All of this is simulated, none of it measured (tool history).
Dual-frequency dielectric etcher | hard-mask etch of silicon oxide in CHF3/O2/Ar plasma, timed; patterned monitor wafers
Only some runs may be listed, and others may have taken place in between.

run,hour,source power (kW),bias power (kW),etch time (s),mean etch depth across the wafer (Å)
1,0,0.74,0.172,35.5,803.87
2,6.3,0.74,0.152,35.5,744.72
3,11.1,0.81,0.152,35.5,783.3
4,17.9,0.69,0.152,35.5,726.64
5,26.4,0.69,0.141,35.5,699.49
6,29.8,0.77,0.141,35.5,733.87
7,35.3,0.73,0.136,35.5,697.64

Run 8 comes next. What will it give?
# hour 42.8: wet clean of the chamber
8,42.8,0.69,0.132,35.5,?

Run 8 produced mean etch depth across the wafer (Å) 640.52.
